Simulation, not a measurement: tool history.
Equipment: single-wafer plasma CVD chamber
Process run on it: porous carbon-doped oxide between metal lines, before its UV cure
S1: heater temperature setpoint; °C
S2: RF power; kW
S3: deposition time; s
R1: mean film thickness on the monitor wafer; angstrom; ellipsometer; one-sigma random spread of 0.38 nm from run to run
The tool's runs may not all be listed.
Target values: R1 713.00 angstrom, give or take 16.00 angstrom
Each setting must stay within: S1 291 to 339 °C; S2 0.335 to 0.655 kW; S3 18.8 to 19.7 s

run 1 hour=0.0 | S1=315 S2=0.495 S3=19.7 | R1=910.96
run 2 hour=3.5 | S1=315 S2=0.460 S3=19.7 | R1=856.51
run 3 hour=4.7 | S1=315 S2=0.460 S3=18.8 | R1=824.05
run 4 hour=6.6 | S1=315 S2=0.460 S3=18.8 | R1=824.72
run 5 hour=14.3 | S1=317 S2=0.455 S3=18.8 | R1=802.84
run 6 hour=18.7 | S1=317 S2=0.455 S3=18.8 | R1=808.13
run 7 hour=22.1 | S1=319 S2=0.455 S3=18.8 | R1=801.63
run 8 hour=29.4 | S1=321 S2=0.450 S3=18.8 | R1=784.09
run 9 hour=36.2 | S1=323 S2=0.450 S3=18.8 | R1=778.57

Pick the move, out of 4, that brings all results within their allowed miss; only one does.
run A hour=43.0 | S1=329 S2=0.405 S3=18.8 | R1=?
run B hour=43.0 | S1=326 S2=0.420 S3=18.8 | R1=?
run C hour=43.0 | S1=325 S2=0.390 S3=18.8 | R1=?
run D hour=43.0 | S1=339 S2=0.415 S3=18.8 | R1=?

move=A R1=688.88
move=B R1=722.61
move=C R1=675.04
move=D R1=677.12
A: carries the result that was furthest off beyond its target, to the other side
B: each result inside its tolerance
C: carries the result that was furthest off beyond its target, to the other side
D: carries the result that was furthest off beyond its target, to the other side
The right move is B.

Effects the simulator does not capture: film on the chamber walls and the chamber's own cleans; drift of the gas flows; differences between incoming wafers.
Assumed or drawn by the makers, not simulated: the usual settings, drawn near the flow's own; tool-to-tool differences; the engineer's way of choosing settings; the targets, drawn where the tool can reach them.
